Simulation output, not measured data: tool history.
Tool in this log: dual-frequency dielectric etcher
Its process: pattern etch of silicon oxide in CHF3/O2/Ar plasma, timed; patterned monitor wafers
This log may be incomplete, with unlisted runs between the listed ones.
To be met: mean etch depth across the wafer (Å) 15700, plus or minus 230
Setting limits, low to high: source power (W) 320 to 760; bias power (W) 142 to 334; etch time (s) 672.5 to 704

run	hour	source power (W)	bias power (W)	etch time (s)	mean etch depth across the wafer (Å)
1	0	540	238	672.5	14553
2	3	560	239	672.5	14780
3	3.9	570	240	672.5	15017
4	9.3	570	240	672.5	15039
5	11.2	670	240	672.5	16216
6	16.5	670	240	704	17023
7	18.6	650	239	704	16683
8	21.4	560	235	704	15407

Which of these 5 next moves meets every target?
A	24.2	520	264	687	?
B	24.2	600	243	684	?
C	24.2	590	226	676.5	?
D	24.2	510	268	692	?
E	24.2	530	250	697	?

move	mean etch depth across the wafer (Å)
A	15183
B	15819
C	15145
D	15216
E	15272
A: further off than the last run
B: meets every target
C: further off than the last run
D: further off than the last run
E: further off than the last run
Move B is the one to make.

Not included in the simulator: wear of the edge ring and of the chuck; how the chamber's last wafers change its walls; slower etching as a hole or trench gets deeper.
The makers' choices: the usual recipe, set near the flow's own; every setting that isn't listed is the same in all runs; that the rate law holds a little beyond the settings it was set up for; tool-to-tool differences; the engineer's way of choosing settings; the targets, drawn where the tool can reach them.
